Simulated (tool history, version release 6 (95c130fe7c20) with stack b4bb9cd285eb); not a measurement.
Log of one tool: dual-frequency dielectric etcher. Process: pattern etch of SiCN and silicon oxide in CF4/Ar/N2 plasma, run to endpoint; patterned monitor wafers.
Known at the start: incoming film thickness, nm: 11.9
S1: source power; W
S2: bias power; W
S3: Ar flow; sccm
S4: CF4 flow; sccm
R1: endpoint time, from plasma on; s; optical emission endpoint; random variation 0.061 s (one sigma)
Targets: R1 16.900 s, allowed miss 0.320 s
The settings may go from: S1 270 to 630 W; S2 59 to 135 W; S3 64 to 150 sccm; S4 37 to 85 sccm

run 1 hour=0.0 | S1=450 S2=97 S3=107 S4=61 | R1=11.140
run 2 hour=3.6 | S1=390 S2=91 S3=109 S4=60 | R1=13.483
run 3 hour=7.3 | S1=450 S2=91 S3=109 S4=60 | R1=11.572
run 4 hour=10.4 | S1=450 S2=83 S3=109 S4=60 | R1=11.799
run 5 hour=16.6 | S1=450 S2=77 S3=109 S4=60 | R1=12.149
run 6 hour=21.3 | S1=450 S2=77 S3=109 S4=52 | R1=12.359
run 7 hour=24.6 | S1=410 S2=76 S3=109 S4=52 | R1=13.793
run 8 hour=29.4 | S1=320 S2=75 S3=109 S4=52 | R1=18.503
run 9 hour=31.0 | S1=330 S2=75 S3=109 S4=52 | R1=17.840
run 10 hour=39.7 | S1=340 S2=75 S3=109 S4=52 | R1=17.248

Which of these 4 next moves meets every target?
run A hour=48.4 | S1=340 S2=68 S3=107 S4=49 | R1=?
run B hour=48.4 | S1=310 S2=96 S3=107 S4=46 | R1=?
run C hour=48.4 | S1=330 S2=75 S3=99 S4=51 | R1=?
run D hour=48.4 | S1=320 S2=87 S3=90 S4=59 | R1=?

move=A R1=17.890
move=B R1=17.929
move=C R1=17.688
move=D R1=17.033
A: further off than the last run
B: further off than the last run
C: further off than the last run
D: meets every target
Answer: D
